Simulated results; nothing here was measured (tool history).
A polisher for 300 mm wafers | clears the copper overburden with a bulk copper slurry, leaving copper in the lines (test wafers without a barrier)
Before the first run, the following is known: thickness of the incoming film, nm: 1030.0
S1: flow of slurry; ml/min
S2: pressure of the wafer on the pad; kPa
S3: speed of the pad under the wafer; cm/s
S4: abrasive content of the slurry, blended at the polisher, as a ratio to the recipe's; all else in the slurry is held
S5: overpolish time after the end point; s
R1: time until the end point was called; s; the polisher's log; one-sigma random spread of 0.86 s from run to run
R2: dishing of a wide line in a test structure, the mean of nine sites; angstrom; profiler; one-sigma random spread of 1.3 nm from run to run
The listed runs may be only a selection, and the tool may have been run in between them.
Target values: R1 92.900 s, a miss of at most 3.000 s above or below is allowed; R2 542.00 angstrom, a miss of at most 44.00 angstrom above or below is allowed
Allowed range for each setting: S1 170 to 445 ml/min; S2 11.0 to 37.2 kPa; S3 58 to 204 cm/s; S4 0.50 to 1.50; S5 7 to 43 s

run 1 hour=0.0 | S1=285 S2=24.1 S3=130 S4=1.00 S5=22 | R1=74.241 R2=1473.60
run 2 hour=2.0 | S1=245 S2=24.1 S3=130 S4=1.00 S5=22 | R1=74.944 R2=1416.60
run 3 hour=8.9 | S1=220 S2=20.0 S3=142 S4=1.00 S5=17 | R1=83.645 R2=1168.90
run 4 hour=11.9 | S1=220 S2=23.4 S3=142 S4=1.00 S5=17 | R1=72.705 R2=1284.70
run 5 hour=12.5 | S1=220 S2=20.0 S3=142 S4=1.00 S5=17 | R1=82.854 R2=1163.00
run 6 hour=15.7 | S1=205 S2=17.2 S3=150 S4=1.05 S5=14 | R1=92.657 R2=932.64
run 7 hour=24.4 | S1=170 S2=11.0 S3=186 S4=1.30 S5=7 | R1=113.610 R2=420.82
run 8 hour=31.9 | S1=210 S2=11.7 S3=186 S4=1.30 S5=7 | R1=105.160 R2=489.75
run 9 hour=35.2 | S1=220 S2=12.4 S3=188 S4=1.35 S5=7 | R1=96.941 R2=499.12

5 candidate next runs follow, results not yet known. Just one meets every target within its allowed miss. Identify it.
run A hour=38.5 | S1=190 S2=13.1 S3=176 S4=1.50 S5=10 | R1=? R2=?
run B hour=38.5 | S1=175 S2=12.4 S3=204 S4=1.40 S5=7 | R1=? R2=?
run C hour=38.5 | S1=245 S2=12.4 S3=194 S4=1.35 S5=10 | R1=? R2=?
run D hour=38.5 | S1=200 S2=12.4 S3=188 S4=1.35 S5=10 | R1=? R2=?
run E hour=38.5 | S1=190 S2=12.4 S3=188 S4=1.35 S5=11 | R1=? R2=?

move=A R1=98.529 R2=648.94
move=B R1=91.992 R2=514.90
move=C R1=92.378 R2=676.50
move=D R1=97.970 R2=647.58
move=E R1=98.779 R2=690.68
A: misses by more than the last run did
B: hits every target within its allowed miss
C: meets the target for the result that was furthest off, but another lies outside its allowed miss
D: misses by more than the last run did
E: misses by more than the last run did
So the answer is move B, the one that meets all the targets.
